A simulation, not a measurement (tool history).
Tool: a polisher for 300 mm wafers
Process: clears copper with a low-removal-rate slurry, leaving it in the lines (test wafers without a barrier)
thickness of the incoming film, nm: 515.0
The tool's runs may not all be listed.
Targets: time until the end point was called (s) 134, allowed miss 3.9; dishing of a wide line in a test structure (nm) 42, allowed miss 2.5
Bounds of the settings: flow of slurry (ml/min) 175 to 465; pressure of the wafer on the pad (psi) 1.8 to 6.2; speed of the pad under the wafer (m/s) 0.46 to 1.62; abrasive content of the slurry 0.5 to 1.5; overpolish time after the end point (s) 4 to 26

run    day  flow of slurry (ml/min)  pressure of the wafer on the pad (psi)  speed of the pad under the wafer (m/s)  abrasive content of the slurry  overpolish time after the end point (s)  time until the end point was called (s)  dishing of a wide line in a test structure (nm)
  1      0                      295                                       4                                    1.04                               1                                       13                                   103.14                                           35.115
  2  0.367                      295                                     3.7                                    1.04                               1                                       15                                   108.66                                           37.115
  3  0.733                      295                                     3.7                                    1.04                            1.15                                       15                                    105.7                                           38.877
  4  0.871                      295                                     3.7                                    1.04                            1.15                                       12                                   106.54                                           33.708
  5  0.938                      295                                     3.4                                    1.04                             1.2                                       14                                   110.97                                           34.567
  6  0.992                      295                                     3.2                                    1.04                             1.2                                       16                                   117.91                                           36.913
  7  1.062                      295                                     3.1                                    1.04                             1.2                                       17                                   123.21                                           38.145
  8  1.388                      295                                     3.1                                    1.04                             1.2                                       17                                   122.24                                           37.447
  9   1.55                      295                                       3                                    1.04                             1.2                                       18                                   126.04                                           37.241
 10  1.742                      295                                       3                                    1.04                             1.2                                       18                                   128.28                                           37.636

5 next moves are on the table. One of them brings every result within its allowed miss. Which?
  A  1.933                      235                                     2.9                                    1.18                             1.2                                       15                                        ?                                                ?
  B  1.933                      355                                     3.4                                    0.88                            1.15                                       15                                        ?                                                ?
  C  1.933                      295                                     2.6                                     1.2                            1.25                                       15                                        ?                                                ?
  D  1.933                      260                                       3                                       1                             1.3                                       16                                        ?                                                ?
  E  1.933                      295                                     2.9                                    1.04                             1.1                                       23                                        ?                                                ?

move  time until the end point was called (s)  dishing of a wide line in a test structure (nm)
   A                                   117.78                                           35.754
   B                                   131.63                                           33.643
   C                                   123.71                                           34.523
   D                                   129.65                                           35.145
   E                                   133.44                                           42.091
A: further off than the last run
B: further off than the last run
C: further off than the last run
D: further off than the last run
E: meets every target
The right move is E.
